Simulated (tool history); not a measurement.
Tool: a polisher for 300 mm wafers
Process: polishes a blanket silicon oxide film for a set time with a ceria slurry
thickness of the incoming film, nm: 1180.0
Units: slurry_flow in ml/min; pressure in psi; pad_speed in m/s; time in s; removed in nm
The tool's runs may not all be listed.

run,day,slurry_flow,pressure,pad_speed,time,removed
1,0,215,2.9,1.04,40,194.79
2,0.188,215,2.9,1.04,37,180.31
3,0.262,210,2.7,1.02,37,166.94
4,0.421,210,2.1,1.02,37,134.65
5,0.496,260,2.1,1.02,37,139.78
6,0.738,255,2,1,37,129.78
7,0.796,250,1.9,0.98,37,122.36

Run 8 comes next. What will it give?
8,0.862,245,1.8,0.98,37,?

{"run 8": {"removed": 116.37}}
